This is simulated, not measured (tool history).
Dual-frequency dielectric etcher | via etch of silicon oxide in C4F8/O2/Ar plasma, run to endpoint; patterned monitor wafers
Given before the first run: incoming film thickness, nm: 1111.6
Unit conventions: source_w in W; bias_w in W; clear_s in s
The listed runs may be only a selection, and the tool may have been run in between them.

Run 1, hour 0: source_w 1870 W, bias_w 2440 W. Result: clear_s 190.19 s.
Run 2, hour 7.3: source_w 1920 W, bias_w 2456 W. Result: clear_s 188.55 s.
Run 3, hour 9.6: source_w 1970 W, bias_w 2473 W. Result: clear_s 186.21 s.
Run 4, hour 16.5: source_w 1830 W, bias_w 2473 W. Result: clear_s 193.79 s.
Run 5, hour 22.8: source_w 1830 W, bias_w 2708 W. Result: clear_s 189.96 s.
Run 6, hour 28.4: source_w 1880 W, bias_w 2723 W. Result: clear_s 185.36 s.
Run 7, hour 34: source_w 1910 W, bias_w 2732 W. Result: clear_s 183.44 s.

Predict the results of run 8:
Run 8, hour 41.3: source_w 1940 W, bias_w 2738 W. Result: clear_s ?.

clear_s: 182.51 s

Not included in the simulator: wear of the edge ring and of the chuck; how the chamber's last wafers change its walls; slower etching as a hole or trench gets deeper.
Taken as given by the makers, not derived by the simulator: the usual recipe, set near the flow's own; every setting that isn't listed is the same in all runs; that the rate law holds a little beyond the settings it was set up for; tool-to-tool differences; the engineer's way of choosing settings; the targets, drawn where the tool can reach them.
